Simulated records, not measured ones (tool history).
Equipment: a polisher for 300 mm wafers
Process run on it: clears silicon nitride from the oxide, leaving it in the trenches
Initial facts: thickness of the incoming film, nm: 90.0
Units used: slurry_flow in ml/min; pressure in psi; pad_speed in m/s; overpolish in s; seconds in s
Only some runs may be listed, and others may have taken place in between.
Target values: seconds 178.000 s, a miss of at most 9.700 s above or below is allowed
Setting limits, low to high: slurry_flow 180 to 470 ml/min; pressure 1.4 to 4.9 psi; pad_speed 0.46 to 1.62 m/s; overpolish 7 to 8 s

run	day	slurry_flow	pressure	pad_speed	overpolish	seconds
1	0.000	300	3.1	1.04	8	90.995
2	0.092	300	2.5	0.98	8	123.500
3	0.308	300	2.2	0.98	8	136.720
4	0.675	300	2.2	0.98	7	136.680
5	0.829	300	2.6	0.98	7	119.360
6	0.854	300	2.2	0.98	7	137.220
7	1.017	300	2.0	0.98	7	148.780
8	1.283	300	1.8	0.98	7	169.370

Below are 5 possible settings for the next run. Only one of them brings all results inside the allowed miss of their targets. Which is it?
A	1.550	330	1.5	1.34	8	?
B	1.550	305	1.8	1.08	7	?
C	1.550	320	2.6	0.68	8	?
D	1.550	395	1.6	1.14	7	?
E	1.550	345	1.6	0.98	7	?

move	seconds
A	150.260
B	154.720
C	161.610
D	161.290
E	186.430
A: its largest miss is bigger than the last run's
B: its largest miss is bigger than the last run's
C: its largest miss is bigger than the last run's
D: its largest miss is bigger than the last run's
E: each result inside its tolerance
Go with E: it meets all targets.
